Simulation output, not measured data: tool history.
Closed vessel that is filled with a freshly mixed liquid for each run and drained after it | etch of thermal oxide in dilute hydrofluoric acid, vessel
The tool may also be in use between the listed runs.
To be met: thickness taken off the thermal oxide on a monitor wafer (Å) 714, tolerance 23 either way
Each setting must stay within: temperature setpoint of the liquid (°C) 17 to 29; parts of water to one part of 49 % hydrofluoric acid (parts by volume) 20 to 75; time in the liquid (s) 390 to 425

| run | day | temperature setpoint of the liquid (°C) | parts of water to one part of 49 % hydrofluoric acid (parts by volume) | time in the liquid (s) | thickness taken off the thermal oxide on a monitor wafer (Å) |
|---|---|---|---|---|---|
| 1 | 0 | 21 | 45 | 390 | 332.41 |
| 2 | 0.225 | 23 | 40 | 390 | 415.33 |
| 3 | 0.254 | 24.5 | 35 | 390 | 507.15 |
| 4 | 0.346 | 25.5 | 35 | 390 | 526.26 |
| 5 | 0.492 | 26.5 | 35 | 390 | 550.37 |
| 6 | 0.65 | 26.5 | 45 | 390 | 420.02 |
| 7 | 0.742 | 27 | 40 | 390 | 479.99 |
| 8 | 0.971 | 27.5 | 35 | 390 | 576.99 |

Which of these 4 next moves meets every target?
| A | 1.2 | 28.5 | 30 | 395 | ? |
| B | 1.2 | 25 | 35 | 395 | ? |
| C | 1.2 | 26 | 40 | 390 | ? |
| D | 1.2 | 28 | 35 | 425 | ? |

| move | thickness taken off the thermal oxide on a monitor wafer (Å) |
|---|---|
| A | 708.26 |
| B | 522.3 |
| C | 466.9 |
| D | 635.31 |
A: hits every target within its allowed miss
B: misses by more than the last run did
C: misses by more than the last run did
D: gains on the last run, yet a result remains outside its allowed miss
The right move is A.
